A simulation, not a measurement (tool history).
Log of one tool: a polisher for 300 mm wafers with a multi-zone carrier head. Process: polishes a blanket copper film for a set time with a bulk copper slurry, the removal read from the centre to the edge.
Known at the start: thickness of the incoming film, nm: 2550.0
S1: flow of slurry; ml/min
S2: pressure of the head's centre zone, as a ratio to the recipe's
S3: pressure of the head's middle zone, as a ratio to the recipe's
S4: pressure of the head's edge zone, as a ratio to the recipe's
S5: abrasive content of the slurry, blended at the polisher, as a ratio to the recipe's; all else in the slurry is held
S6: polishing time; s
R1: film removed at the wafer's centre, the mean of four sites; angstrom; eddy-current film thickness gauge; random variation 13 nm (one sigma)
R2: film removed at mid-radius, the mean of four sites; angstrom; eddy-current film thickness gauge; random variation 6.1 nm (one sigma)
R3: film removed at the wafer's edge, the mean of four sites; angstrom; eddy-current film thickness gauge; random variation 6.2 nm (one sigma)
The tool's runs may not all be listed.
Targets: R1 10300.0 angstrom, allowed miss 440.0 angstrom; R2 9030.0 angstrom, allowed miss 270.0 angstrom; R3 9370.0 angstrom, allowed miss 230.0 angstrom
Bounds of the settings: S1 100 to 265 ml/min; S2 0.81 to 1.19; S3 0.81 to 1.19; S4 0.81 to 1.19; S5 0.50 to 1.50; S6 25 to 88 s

run,hour,S1,S2,S3,S4,S5,S6,R1,R2,R3
1,0.0,170,1.00,1.00,1.00,1.00,56,7505.6,7599.5,7658.1
2,5.1,170,1.00,1.00,1.00,0.85,56,7417.3,7372.4,7475.9
3,11.0,140,1.00,1.00,1.00,0.85,56,7247.7,7050.7,7119.0
4,15.2,140,1.05,1.00,1.00,0.85,56,7530.8,7050.1,7168.9
5,17.2,140,1.05,1.00,1.00,0.85,50,6801.6,6276.7,6474.6
6,20.8,140,1.05,1.00,1.03,0.85,50,6659.8,6284.1,6480.8
7,22.1,155,1.07,1.00,1.03,0.95,51,7254.8,6724.2,6890.2
8,24.0,165,1.09,1.00,1.04,1.05,52,7684.8,7005.7,7193.8
9,30.9,175,1.10,1.00,1.05,1.10,53,8281.5,7252.0,7488.5
10,34.9,215,1.06,1.08,1.15,1.35,57,9070.7,8793.5,9035.5

4 next moves are on the table. One of them brings every result within its allowed miss. Which?
A,38.9,215,1.04,0.88,1.19,1.45,60,?,?,?
B,38.9,250,1.15,1.05,1.04,1.35,58,?,?,?
C,38.9,245,1.13,1.02,1.13,1.50,58,?,?,?
D,38.9,230,1.15,1.05,1.05,1.35,59,?,?,?

move,R1,R2,R3
A,9528.5,8252.5,9715.3
B,10282.0,9017.9,8772.5
C,10266.0,8989.1,9305.1
D,10338.0,9077.7,8895.3
A: as far off as the last run
B: brings the result that was furthest off to its target, and leaves another outside
C: meets every target
D: brings the result that was furthest off to its target, and leaves another outside
Move C is the one to make.
